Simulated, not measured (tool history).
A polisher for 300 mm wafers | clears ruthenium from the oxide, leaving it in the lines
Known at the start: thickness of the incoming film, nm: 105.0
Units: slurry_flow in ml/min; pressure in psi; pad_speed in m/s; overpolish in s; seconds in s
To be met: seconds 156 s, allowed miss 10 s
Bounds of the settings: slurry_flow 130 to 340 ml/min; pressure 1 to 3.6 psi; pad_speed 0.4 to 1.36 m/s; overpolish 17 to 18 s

run	hour	slurry_flow	pressure	pad_speed	overpolish	seconds
1	0	220	2.3	0.88	17	89.667
2	1	220	2	0.86	17	102.6
3	8.3	220	2	0.86	18	99.379
4	13.1	190	2	0.86	18	98.994
5	15.9	190	2	0.86	17	101.71
6	22	225	2	0.86	17	102.03
7	27.6	225	1.7	0.84	17	115.3
8	33.1	225	1.1	0.76	17	161.85

4 next moves are on the table. One of them brings every result within its allowed miss. Which?
A	38.6	180	1	0.84	18	?
B	38.6	190	1.4	0.86	18	?
C	38.6	265	1	0.74	17	?
D	38.6	245	1.2	0.8	17	?

move	seconds
A	174.37
B	134.69
C	182.21
D	154.05
A: further off than the last run
B: takes the result that was furthest off past its target
C: further off than the last run
D: meets every target
Answer: D

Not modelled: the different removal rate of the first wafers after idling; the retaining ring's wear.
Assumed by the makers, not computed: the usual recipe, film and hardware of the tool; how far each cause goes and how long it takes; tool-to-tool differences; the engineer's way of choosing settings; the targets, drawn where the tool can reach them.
